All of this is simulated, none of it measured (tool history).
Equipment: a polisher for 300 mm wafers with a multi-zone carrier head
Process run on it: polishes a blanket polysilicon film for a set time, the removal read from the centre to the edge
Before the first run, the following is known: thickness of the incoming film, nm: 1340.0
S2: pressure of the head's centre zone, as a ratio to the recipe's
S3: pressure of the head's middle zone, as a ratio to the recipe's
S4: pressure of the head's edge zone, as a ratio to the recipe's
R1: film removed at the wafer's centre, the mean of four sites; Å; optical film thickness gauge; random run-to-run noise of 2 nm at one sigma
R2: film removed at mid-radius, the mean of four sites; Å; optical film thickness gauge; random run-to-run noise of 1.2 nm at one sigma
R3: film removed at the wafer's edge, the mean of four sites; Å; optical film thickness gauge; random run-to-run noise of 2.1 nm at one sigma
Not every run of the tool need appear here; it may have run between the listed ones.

{"run": 1, "hour": 0.0, "flow of slurry (ml/min)": 235, "S2": 1, "S3": 1, "S4": 1, "polishing time (s)": 48, "R1": 2328.6, "R2": 2299.9, "R3": 2245.6}
{"run": 2, "hour": 2.9, "flow of slurry (ml/min)": 235, "S2": 1, "S3": 0.97, "S4": 1, "polishing time (s)": 48, "R1": 2283.4, "R2": 2245.9, "R3": 2285}
{"run": 3, "hour": 6.3, "flow of slurry (ml/min)": 270, "S2": 1, "S3": 0.97, "S4": 1, "polishing time (s)": 48, "R1": 2315.1, "R2": 2298.7, "R3": 2319}
{"run": 4, "hour": 13.1, "flow of slurry (ml/min)": 270, "S2": 0.96, "S3": 0.97, "S4": 1, "polishing time (s)": 48, "R1": 2286, "R2": 2274.4, "R3": 2265.8}
{"run": 5, "hour": 15.2, "flow of slurry (ml/min)": 270, "S2": 0.96, "S3": 1.05, "S4": 1, "polishing time (s)": 48, "R1": 2221.4, "R2": 2433.9, "R3": 2377.9}
{"run": 6, "hour": 21.5, "flow of slurry (ml/min)": 270, "S2": 0.96, "S3": 1.11, "S4": 1, "polishing time (s)": 48, "R1": 2259.8, "R2": 2564.6, "R3": 2346}
{"run": 7, "hour": 24.0, "flow of slurry (ml/min)": 255, "S2": 0.95, "S3": 1.07, "S4": 0.97, "polishing time (s)": 45, "R1": 2089.9, "R2": 2318.6, "R3": 2135.4}
{"run": 8, "hour": 32.5, "flow of slurry (ml/min)": 245, "S2": 0.93, "S3": 1.03, "S4": 0.95, "polishing time (s)": 43, "R1": 1967.4, "R2": 2107.6, "R3": 2074.7}
{"run": 9, "hour": 38.3, "flow of slurry (ml/min)": 245, "S2": 0.94, "S3": 1.03, "S4": 0.94, "polishing time (s)": 40, "R1": 1847.9, "R2": 1964, "R3": 1815.1}
{"run": 10, "hour": 42.4, "flow of slurry (ml/min)": 245, "S2": 0.93, "S3": 1.01, "S4": 0.92, "polishing time (s)": 39, "R1": 1760.3, "R2": 1867.7, "R3": 1795.2}
{"run": 11, "hour": 51.2, "flow of slurry (ml/min)": 245, "S2": 0.93, "S3": 1, "S4": 0.9, "polishing time (s)": 38, "R1": 1685.4, "R2": 1828.3, "R3": 1758.2}
{"run": 12, "hour": 52.0, "flow of slurry (ml/min)": 215, "S2": 1.01, "S3": 0.97, "S4": 0.82, "polishing time (s)": 34, "R1": 1624.8, "R2": 1573.5, "R3": 1473.7}
{"run": 13, "hour": 60.5, "flow of slurry (ml/min)": 220, "S2": 1, "S3": 0.98, "S4": 0.83, "polishing time (s)": 34, "R1": 1637.1, "R2": 1581.8, "R3": 1492.4}
{"run": 14, "hour": 61.8, "flow of slurry (ml/min)": 225, "S2": 0.99, "S3": 0.98, "S4": 0.84, "polishing time (s)": 34, "R1": 1629.1, "R2": 1579.9, "R3": 1499.9}
{"run": 15, "hour": 69.6, "flow of slurry (ml/min)": 225, "S2": 0.99, "S3": 0.98, "S4": 0.84, "polishing time (s)": 34, "R1": 1608.5, "R2": 1576.7, "R3": 1503.8}
{"run": 16, "hour": 71.5, "flow of slurry (ml/min)": 230, "S2": 0.98, "S3": 0.99, "S4": 0.85, "polishing time (s)": 34, "R1": 1616.4, "R2": 1611.8, "R3": 1501.6}
{"run": 17, "hour": 78.1, "flow of slurry (ml/min)": 230, "S2": 0.97, "S3": 0.99, "S4": 0.86, "polishing time (s)": 34, "R1": 1565.5, "R2": 1585.1, "R3": 1512.6}
{"run": 18, "hour": 80.6, "flow of slurry (ml/min)": 260, "S2": 0.98, "S3": 1.02, "S4": 0.9, "polishing time (s)": 35, "R1": 1655.2, "R2": 1720.3, "R3": 1609.9}
{"run": 19, "hour": 84.6, "flow of slurry (ml/min)": 260, "S2": 0.98, "S3": 1.01, "S4": 0.9, "polishing time (s)": 35, "R1": 1678.8, "R2": 1707, "R3": 1630.9}
{"hour": 90.6, "done": "worn pad replaced by a new one"}
{"run": 20, "hour": 90.6, "flow of slurry (ml/min)": 235, "S2": 0.96, "S3": 1, "S4": 0.87, "polishing time (s)": 34, "R1": 1749, "R2": 1788.9, "R3": 1726.5}

Estimate the outcome of run 21 from the log above:
{"run": 21, "hour": 98.0, "flow of slurry (ml/min)": 245, "S2": 0.96, "S3": 1, "S4": 0.87, "polishing time (s)": 34, "R1": "?", "R2": "?", "R3": "?"}

R1: 1747.7 Å
R2: 1798.6 Å
R3: 1702.2 Å
